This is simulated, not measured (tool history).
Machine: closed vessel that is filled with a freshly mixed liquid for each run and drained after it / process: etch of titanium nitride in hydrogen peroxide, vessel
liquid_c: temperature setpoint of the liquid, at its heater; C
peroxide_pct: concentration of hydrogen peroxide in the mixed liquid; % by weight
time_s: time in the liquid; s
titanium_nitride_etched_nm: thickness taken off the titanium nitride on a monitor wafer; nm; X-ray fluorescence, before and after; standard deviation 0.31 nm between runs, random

run	day	liquid_c	peroxide_pct	time_s	titanium_nitride_etched_nm
1	0.000	43.0	22	1350	70.021
2	0.304	36.5	22	1350	42.353
3	0.588	39.5	22	1350	53.829
4	0.746	39.5	20	1350	52.433
5	0.933	41.5	20	1350	61.447
6	1.033	43.0	20	1350	68.759
7	1.162	43.0	20	1350	68.645

What does the tool deliver on the next run?
8	1.538	46.5	20	1350	?

{"run 8": {"titanium_nitride_etched_nm": 88.918}}

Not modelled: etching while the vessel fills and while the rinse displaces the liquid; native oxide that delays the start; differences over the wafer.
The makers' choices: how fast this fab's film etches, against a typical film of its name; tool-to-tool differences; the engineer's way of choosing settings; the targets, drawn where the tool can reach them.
